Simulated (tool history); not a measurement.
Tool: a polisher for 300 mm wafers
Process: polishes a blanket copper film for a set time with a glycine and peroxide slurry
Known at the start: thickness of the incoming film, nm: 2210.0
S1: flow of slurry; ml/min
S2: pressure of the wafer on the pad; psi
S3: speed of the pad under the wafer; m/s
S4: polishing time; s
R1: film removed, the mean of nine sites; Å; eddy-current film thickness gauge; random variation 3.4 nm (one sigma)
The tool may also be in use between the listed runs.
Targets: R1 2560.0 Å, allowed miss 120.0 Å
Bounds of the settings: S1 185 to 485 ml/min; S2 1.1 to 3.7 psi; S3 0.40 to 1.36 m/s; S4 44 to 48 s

run 1 day=0.000 | S1=310 S2=2.4 S3=0.88 S4=48 | R1=1995.8
run 2 day=0.092 | S1=310 S2=2.4 S3=0.78 S4=48 | R1=1852.7
run 3 day=0.412 | S1=310 S2=2.1 S3=0.78 S4=48 | R1=1686.2
run 4 day=0.683 | S1=310 S2=1.6 S3=0.78 S4=48 | R1=1378.2
run 5 day=0.767 | S1=310 S2=1.9 S3=0.80 S4=48 | R1=1603.0
run 6 day=0.858 | S1=310 S2=2.2 S3=0.82 S4=48 | R1=1755.9
run 7 day=1.117 | S1=310 S2=2.4 S3=0.84 S4=48 | R1=1910.6
run 8 day=1.433 | S1=310 S2=2.6 S3=0.86 S4=48 | R1=2073.6
run 9 day=1.742 | S1=310 S2=2.7 S3=0.86 S4=48 | R1=2212.2
run 10 day=2.058 | S1=310 S2=2.8 S3=0.86 S4=48 | R1=2196.7
run 11 day=2.383 | S1=310 S2=2.9 S3=0.86 S4=48 | R1=2261.1
run 12 day=2.538 | S1=310 S2=3.0 S3=0.86 S4=48 | R1=2362.2

Which of these 4 next moves meets every target?
run A day=2.692 | S1=255 S2=3.0 S3=1.16 S4=46 | R1=?
run B day=2.692 | S1=435 S2=2.9 S3=0.92 S4=48 | R1=?
run C day=2.692 | S1=360 S2=2.4 S3=0.82 S4=48 | R1=?
run D day=2.692 | S1=305 S2=3.3 S3=0.82 S4=44 | R1=?

move=A R1=2854.3
move=B R1=2500.9
move=C R1=1937.4
move=D R1=2254.7
A: takes the result that was furthest off past its target
B: meets every target
C: further off than the last run
D: further off than the last run
Answer: B
